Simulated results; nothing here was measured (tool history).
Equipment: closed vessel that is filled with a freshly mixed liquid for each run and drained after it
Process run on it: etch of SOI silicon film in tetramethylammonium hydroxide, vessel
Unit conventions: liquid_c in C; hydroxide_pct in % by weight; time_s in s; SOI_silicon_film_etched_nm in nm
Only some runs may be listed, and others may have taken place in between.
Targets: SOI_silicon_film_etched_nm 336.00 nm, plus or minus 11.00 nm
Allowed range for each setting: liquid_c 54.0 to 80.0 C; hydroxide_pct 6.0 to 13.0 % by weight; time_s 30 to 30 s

run 1 hour=0.0 | liquid_c=67.0 hydroxide_pct=9.0 time_s=30 | SOI_silicon_film_etched_nm=183.23
run 2 hour=4.7 | liquid_c=67.0 hydroxide_pct=8.0 time_s=30 | SOI_silicon_film_etched_nm=188.65
run 3 hour=5.9 | liquid_c=68.0 hydroxide_pct=8.0 time_s=30 | SOI_silicon_film_etched_nm=199.96
run 4 hour=14.1 | liquid_c=68.0 hydroxide_pct=9.0 time_s=30 | SOI_silicon_film_etched_nm=197.29
run 5 hour=18.5 | liquid_c=70.0 hydroxide_pct=9.0 time_s=30 | SOI_silicon_film_etched_nm=218.86
run 6 hour=25.6 | liquid_c=70.0 hydroxide_pct=9.0 time_s=30 | SOI_silicon_film_etched_nm=222.02
run 7 hour=32.2 | liquid_c=71.0 hydroxide_pct=9.0 time_s=30 | SOI_silicon_film_etched_nm=230.92
run 8 hour=38.5 | liquid_c=71.0 hydroxide_pct=9.0 time_s=30 | SOI_silicon_film_etched_nm=233.09
run 9 hour=46.7 | liquid_c=71.0 hydroxide_pct=9.0 time_s=30 | SOI_silicon_film_etched_nm=229.45

Exercise: of the 4 proposed moves below, exactly one satisfies all targets within the stated allowed misses. Which move is it?
run A hour=54.9 | liquid_c=79.0 hydroxide_pct=9.0 time_s=30 | SOI_silicon_film_etched_nm=?
run B hour=54.9 | liquid_c=76.5 hydroxide_pct=9.5 time_s=30 | SOI_silicon_film_etched_nm=?
run C hour=54.9 | liquid_c=76.0 hydroxide_pct=7.0 time_s=30 | SOI_silicon_film_etched_nm=?
run D hour=54.9 | liquid_c=75.5 hydroxide_pct=8.0 time_s=30 | SOI_silicon_film_etched_nm=?

move=A SOI_silicon_film_etched_nm=364.31
move=B SOI_silicon_film_etched_nm=310.21
move=C SOI_silicon_film_etched_nm=332.66
move=D SOI_silicon_film_etched_nm=311.25
A: the result that was furthest off in the last run now lies on the other side of its target
B: nearer than the last run, and not there yet
C: hits every target within its allowed miss
D: nearer than the last run, and not there yet
Correct choice: C, which meets every target

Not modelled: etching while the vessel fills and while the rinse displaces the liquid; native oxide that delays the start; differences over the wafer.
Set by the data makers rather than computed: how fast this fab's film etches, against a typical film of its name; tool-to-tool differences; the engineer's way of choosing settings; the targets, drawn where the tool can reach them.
